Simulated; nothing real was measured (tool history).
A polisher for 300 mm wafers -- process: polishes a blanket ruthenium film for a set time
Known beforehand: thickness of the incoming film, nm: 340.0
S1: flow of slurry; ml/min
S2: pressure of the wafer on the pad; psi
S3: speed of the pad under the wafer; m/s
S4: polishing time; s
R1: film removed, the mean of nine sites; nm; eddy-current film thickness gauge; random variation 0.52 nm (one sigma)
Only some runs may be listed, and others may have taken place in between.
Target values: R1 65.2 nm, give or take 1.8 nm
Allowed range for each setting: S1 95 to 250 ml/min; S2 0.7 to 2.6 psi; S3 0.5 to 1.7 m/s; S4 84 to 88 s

run	hour	S1	S2	S3	S4	R1
1	0	160	1.6	1.1	84	93.512
2	4.2	130	1.6	1.1	84	88.942
3	9.3	125	1.5	1.1	84	82.723
4	15.9	125	1.9	1.1	84	102.87
5	19.4	145	1.9	1.1	84	105.85
6	20.1	145	1.9	1.3	84	123.25
# hour 25.7: worn pad replaced by a new one
7	25.7	125	1.4	1.28	84	95.226
8	26.5	125	0.9	1.22	84	58.463
9	29.5	130	0.9	1.22	84	60.682

Which of these 4 next moves meets every target?
A	32.5	160	0.9	1.26	86	?
B	32.5	115	0.9	1.18	84	?
C	32.5	120	0.9	1.12	84	?
D	32.5	135	0.8	1.28	88	?

move	R1
A	65.865
B	56.673
C	54.841
D	59.106
A: every result within its allowed miss
B: the biggest miss grows against the last run
C: the biggest miss grows against the last run
D: the biggest miss grows against the last run
A meets every target.
